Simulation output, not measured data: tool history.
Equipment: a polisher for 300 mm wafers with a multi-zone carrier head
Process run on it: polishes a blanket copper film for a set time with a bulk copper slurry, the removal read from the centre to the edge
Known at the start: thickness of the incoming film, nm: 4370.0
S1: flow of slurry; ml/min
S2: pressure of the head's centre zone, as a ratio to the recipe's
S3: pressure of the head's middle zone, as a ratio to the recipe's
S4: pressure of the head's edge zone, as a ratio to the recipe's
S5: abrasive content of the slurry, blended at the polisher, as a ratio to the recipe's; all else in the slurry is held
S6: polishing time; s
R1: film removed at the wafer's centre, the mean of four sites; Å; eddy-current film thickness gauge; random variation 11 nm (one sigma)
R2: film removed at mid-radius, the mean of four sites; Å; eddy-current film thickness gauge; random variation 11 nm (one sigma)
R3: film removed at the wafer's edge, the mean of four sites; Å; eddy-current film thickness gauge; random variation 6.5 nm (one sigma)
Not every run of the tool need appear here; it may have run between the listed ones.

| run | hour | S1 | S2 | S3 | S4 | S5 | S6 | R1 | R2 | R3 |
|---|---|---|---|---|---|---|---|---|---|---|
| 1 | 0.0 | 185 | 1.00 | 1.00 | 1.00 | 1.00 | 75 | 8614.5 | 8309.6 | 8602.4 |
| 2 | 3.6 | 185 | 1.04 | 1.00 | 1.00 | 1.00 | 75 | 8719.5 | 8289.9 | 8674.3 |
| 3 | 6.1 | 185 | 1.04 | 1.00 | 1.06 | 1.00 | 75 | 8737.4 | 8367.3 | 8827.0 |
| 4 | 10.6 | 185 | 1.04 | 1.00 | 1.06 | 0.90 | 75 | 8629.5 | 8132.2 | 8616.8 |
| 5 | 19.4 | 220 | 1.04 | 1.00 | 1.06 | 0.90 | 75 | 8803.8 | 8346.5 | 8793.0 |
| 6 | 24.2 | 225 | 1.04 | 1.00 | 1.08 | 0.95 | 75 | 9093.4 | 8538.8 | 9082.0 |
| 7 | 31.8 | 235 | 1.03 | 1.01 | 1.10 | 0.95 | 75 | 9000.9 | 8444.4 | 9162.3 |
| 8 | 39.9 | 240 | 1.03 | 1.10 | 1.16 | 1.20 | 76 | 9796.0 | 9970.8 | 10216.0 |
| 9 | 42.3 | 235 | 1.03 | 1.09 | 1.16 | 1.20 | 76 | 9594.7 | 9926.7 | 9968.5 |

Run 10 comes next. What will it give?
| 10 | 46.9 | 235 | 1.03 | 1.08 | 1.16 | 1.20 | 76 | ? | ? | ? |

{"run 10": {"R1": 9474.2, "R2": 9779.9, "R3": 10085.0}}
